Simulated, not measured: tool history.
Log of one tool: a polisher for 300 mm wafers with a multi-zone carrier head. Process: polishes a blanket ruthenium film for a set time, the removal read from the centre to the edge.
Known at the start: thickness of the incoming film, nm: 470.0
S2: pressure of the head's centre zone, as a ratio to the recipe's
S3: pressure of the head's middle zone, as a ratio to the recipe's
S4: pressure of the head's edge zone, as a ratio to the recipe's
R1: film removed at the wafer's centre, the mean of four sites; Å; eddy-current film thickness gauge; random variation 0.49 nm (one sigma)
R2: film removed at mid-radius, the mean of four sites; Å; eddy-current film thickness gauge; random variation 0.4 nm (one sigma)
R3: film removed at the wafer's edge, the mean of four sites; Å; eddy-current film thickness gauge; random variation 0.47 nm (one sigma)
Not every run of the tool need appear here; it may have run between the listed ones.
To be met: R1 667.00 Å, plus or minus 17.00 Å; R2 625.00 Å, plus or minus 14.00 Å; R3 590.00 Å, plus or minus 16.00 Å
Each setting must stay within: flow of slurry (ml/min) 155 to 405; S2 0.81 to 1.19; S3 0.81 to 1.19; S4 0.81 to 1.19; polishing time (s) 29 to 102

run 1 hour=0.0 | flow_of_slurry_(ml/min)=260 S2=1.00 S3=1.00 S4=1.00 polishing_time_(s)=65 | R1=448.29 R2=434.70 R3=440.06
run 2 hour=1.6 | flow_of_slurry_(ml/min)=260 S2=1.00 S3=1.00 S4=1.00 polishing_time_(s)=77 | R1=540.39 R2=509.87 R3=526.25
run 3 hour=3.2 | flow_of_slurry_(ml/min)=260 S2=1.00 S3=1.00 S4=1.07 polishing_time_(s)=77 | R1=530.41 R2=513.67 R3=539.33
run 4 hour=7.3 | flow_of_slurry_(ml/min)=260 S2=1.00 S3=1.00 S4=1.07 polishing_time_(s)=89 | R1=618.27 R2=595.08 R3=618.48
run 5 hour=13.5 | flow_of_slurry_(ml/min)=265 S2=1.01 S3=1.01 S4=1.06 polishing_time_(s)=89 | R1=623.53 R2=597.92 R3=621.70
run 6 hour=14.4 | flow_of_slurry_(ml/min)=270 S2=1.02 S3=1.02 S4=1.05 polishing_time_(s)=89 | R1=626.85 R2=599.37 R3=614.41
run 7 hour=15.1 | flow_of_slurry_(ml/min)=270 S2=1.03 S3=1.03 S4=1.04 polishing_time_(s)=89 | R1=639.06 R2=606.82 R3=621.57
run 8 hour=21.8 | flow_of_slurry_(ml/min)=270 S2=1.03 S3=1.04 S4=1.02 polishing_time_(s)=89 | R1=636.37 R2=606.88 R3=602.13

Which single option among these 4 for the next run brings every result within its allowed miss of target? Just one does.
run A hour=28.5 | flow_of_slurry_(ml/min)=200 S2=1.03 S3=0.99 S4=0.94 polishing_time_(s)=96 | R1=? R2=? R3=?
run B hour=28.5 | flow_of_slurry_(ml/min)=315 S2=1.10 S3=1.12 S4=1.01 polishing_time_(s)=86 | R1=? R2=? R3=?
run C hour=28.5 | flow_of_slurry_(ml/min)=285 S2=0.97 S3=1.12 S4=1.02 polishing_time_(s)=87 | R1=? R2=? R3=?
run D hour=28.5 | flow_of_slurry_(ml/min)=285 S2=0.99 S3=1.02 S4=1.03 polishing_time_(s)=87 | R1=? R2=? R3=?

move=A R1=661.83 R2=615.59 R3=614.35
move=B R1=664.84 R2=623.90 R3=587.33
move=C R1=587.05 R2=626.31 R3=593.23
move=D R1=598.92 R2=588.69 R3=596.67
A: brings the last run's worst result on target, with another outside its allowed miss
B: all results land within tolerance of their targets
C: its largest miss is bigger than the last run's
D: its largest miss is bigger than the last run's
Go with B: it meets all targets.
